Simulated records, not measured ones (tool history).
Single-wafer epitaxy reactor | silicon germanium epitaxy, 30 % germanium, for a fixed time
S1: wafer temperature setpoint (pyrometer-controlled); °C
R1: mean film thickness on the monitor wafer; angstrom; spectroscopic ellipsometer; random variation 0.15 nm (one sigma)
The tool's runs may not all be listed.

Run 1, hour 0.0: S1 585 °C, chamber pressure (mTorr) 21300. Result: R1 435.57 angstrom.
Run 2, hour 2.7: S1 582 °C, chamber pressure (mTorr) 21200. Result: R1 410.68 angstrom.
Run 3, hour 11.0: S1 582 °C, chamber pressure (mTorr) 19800. Result: R1 403.69 angstrom.
Run 4, hour 14.9: S1 580 °C, chamber pressure (mTorr) 19700. Result: R1 385.08 angstrom.
Run 5, hour 21.6: S1 590 °C, chamber pressure (mTorr) 19700. Result: R1 476.32 angstrom.
Run 6, hour 24.2: S1 586 °C, chamber pressure (mTorr) 19500. Result: R1 438.19 angstrom.

The next listed run, before its measurement:
Run 7, hour 32.7: S1 583 °C, chamber pressure (mTorr) 19400. Result: R1 ?.

{"run 7": {"R1": 407.32}}
